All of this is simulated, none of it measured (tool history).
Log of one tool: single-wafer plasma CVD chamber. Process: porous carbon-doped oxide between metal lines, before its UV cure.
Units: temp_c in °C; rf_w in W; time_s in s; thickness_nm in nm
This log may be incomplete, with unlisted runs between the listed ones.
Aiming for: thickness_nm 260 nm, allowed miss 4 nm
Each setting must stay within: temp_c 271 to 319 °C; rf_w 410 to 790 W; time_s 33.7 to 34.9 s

run  hour  temp_c  rf_w  time_s  thickness_nm
  1     0     295   600    33.7         217.6
  2   3.1     295   600    34.9        227.99
  3     9     295   530    34.9        202.72
  4  13.3     295   530    33.7        196.98
  5  20.5     295   575    33.7         213.5
  6  26.7     295   545    33.7        201.76
  7  30.9     289   570    33.7         215.1
  8  32.7     285   590    33.7        228.95
  9  33.3     282   600    33.7           235
 10  41.7     279   610    33.7        243.64
 11  45.5     279   610    33.7        241.51
 12  54.4     277   615    33.7         247.5
 13  60.4     276   620    33.7         249.2
 14  65.3     275   625    33.7           254

Consider the 4 candidate settings below. Which is the only one whose results all fall within their allowed miss of target?
  A  70.2     280   615    34.9             ?
  B  70.2     271   600    34.9             ?
  C  70.2     271   575      34             ?
  D  70.2     271   565    34.9             ?

move  thickness_nm
   A        250.78
   B         258.4
   C        242.94
   D        245.45
A: moves away from the targets compared with the last run
B: every result within its allowed miss
C: moves away from the targets compared with the last run
D: moves away from the targets compared with the last run
Answer: B

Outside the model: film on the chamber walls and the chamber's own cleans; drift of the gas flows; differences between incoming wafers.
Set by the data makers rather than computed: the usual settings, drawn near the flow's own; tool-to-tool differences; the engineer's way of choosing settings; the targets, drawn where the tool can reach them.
